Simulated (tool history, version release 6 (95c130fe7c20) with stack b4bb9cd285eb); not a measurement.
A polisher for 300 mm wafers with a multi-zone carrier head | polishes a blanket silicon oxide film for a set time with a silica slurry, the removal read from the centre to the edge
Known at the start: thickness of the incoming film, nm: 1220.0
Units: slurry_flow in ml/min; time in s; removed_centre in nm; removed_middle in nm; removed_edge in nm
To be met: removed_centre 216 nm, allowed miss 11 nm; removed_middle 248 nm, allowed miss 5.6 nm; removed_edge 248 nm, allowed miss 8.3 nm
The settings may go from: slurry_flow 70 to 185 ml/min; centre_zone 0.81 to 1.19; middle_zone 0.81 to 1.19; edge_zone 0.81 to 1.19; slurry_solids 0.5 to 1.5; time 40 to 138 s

run,hour,slurry_flow,centre_zone,middle_zone,edge_zone,slurry_solids,time,removed_centre,removed_middle,removed_edge
1,0,120,1,1,1,1,88,170.33,176.44,181.31
2,8.1,120,0.95,1,1,1,88,164.78,176.23,179.68
3,10,120,0.87,1,1,1,88,149.35,177.07,177.73
4,12.7,125,0.88,1.01,1.02,1.05,88,157.67,183.44,183.3
5,18.5,125,0.88,1.02,1.04,1.1,89,163.46,190.22,191.89
6,23.4,130,0.88,1.03,1.06,1.15,89,166.07,197.83,199.46
7,25.4,160,0.98,1.09,1.16,1.4,90,209.19,228.82,232.87
8,30.4,170,0.96,1.11,1.18,1.45,90,205.8,237.38,241.67

Which of these 5 next moves meets every target?
A,35.4,175,0.92,1.16,1.15,1.4,88,?,?,?
B,35.4,165,0.95,1.05,1.15,1.35,96,?,?,?
C,35.4,185,0.89,1.17,1.11,1.45,89,?,?,?
D,35.4,175,0.9,1.01,1.15,1.3,103,?,?,?
E,35.4,170,0.96,1.11,1.15,1.5,92,?,?,?

move,removed_centre,removed_middle,removed_edge
A,198.04,236.85,231.57
B,217.29,237.65,247.83
C,198.52,246.01,234.33
D,220.7,247.97,263.98
E,219.73,245.87,247.48
A: as far off as the last run
B: as far off as the last run
C: brings the result that was furthest off to its target, and leaves another outside
D: brings the result that was furthest off to its target, and leaves another outside
E: meets every target
Answer: E
